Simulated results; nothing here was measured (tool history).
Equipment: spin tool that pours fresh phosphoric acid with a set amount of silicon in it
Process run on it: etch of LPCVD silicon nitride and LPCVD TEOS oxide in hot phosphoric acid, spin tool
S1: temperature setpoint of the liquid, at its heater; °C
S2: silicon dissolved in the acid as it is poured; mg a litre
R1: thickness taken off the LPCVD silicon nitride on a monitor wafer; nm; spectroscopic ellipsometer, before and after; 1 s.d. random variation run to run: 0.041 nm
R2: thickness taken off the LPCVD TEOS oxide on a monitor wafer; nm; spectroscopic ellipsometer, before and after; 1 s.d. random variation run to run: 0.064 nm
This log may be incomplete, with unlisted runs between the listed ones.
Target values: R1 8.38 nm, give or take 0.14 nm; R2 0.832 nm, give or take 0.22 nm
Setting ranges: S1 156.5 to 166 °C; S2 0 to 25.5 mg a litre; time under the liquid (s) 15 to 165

{"run": 1, "hour": 0.0, "S1": 161, "S2": 11, "time under the liquid (s)": 85, "R1": 5.587, "R2": 0.41879}
{"run": 2, "hour": 3.2, "S1": 162, "S2": 10, "time under the liquid (s)": 90, "R1": 6.046, "R2": 0.50358}
{"run": 3, "hour": 5.2, "S1": 163, "S2": 10.5, "time under the liquid (s)": 95, "R1": 6.6711, "R2": 0.5319}
{"run": 4, "hour": 8.9, "S1": 163.5, "S2": 9, "time under the liquid (s)": 100, "R1": 7.0378, "R2": 0.63841}
{"run": 5, "hour": 13.3, "S1": 164, "S2": 9, "time under the liquid (s)": 105, "R1": 7.5217, "R2": 0.57753}
{"run": 6, "hour": 20.0, "S1": 164.5, "S2": 6.5, "time under the liquid (s)": 105, "R1": 7.702, "R2": 0.72483}
{"run": 7, "hour": 23.7, "S1": 165, "S2": 6, "time under the liquid (s)": 105, "R1": 7.8514, "R2": 0.86083}
{"run": 8, "hour": 31.2, "S1": 165, "S2": 6.5, "time under the liquid (s)": 105, "R1": 7.8334, "R2": 0.732}

4 candidate next runs follow, results not yet known. Just one meets every target within its allowed miss. Identify it.
{"run": "A", "hour": 38.7, "S1": 165.5, "S2": 6, "time under the liquid (s)": 110, "R1": "?", "R2": "?"}
{"run": "B", "hour": 38.7, "S1": 165, "S2": 2.5, "time under the liquid (s)": 95, "R1": "?", "R2": "?"}
{"run": "C", "hour": 38.7, "S1": 165, "S2": 7.5, "time under the liquid (s)": 100, "R1": "?", "R2": "?"}
{"run": "D", "hour": 38.7, "S1": 164.5, "S2": 16.5, "time under the liquid (s)": 105, "R1": "?", "R2": "?"}

move=A R1=8.2755 R2=0.82257
move=B R1=7.0308 R2=0.73411
move=C R1=7.4008 R2=0.69915
move=D R1=7.6442 R2=0.57383
A: all results in spec
B: moves away from the targets compared with the last run
C: moves away from the targets compared with the last run
D: moves away from the targets compared with the last run
Move A is the one to make.
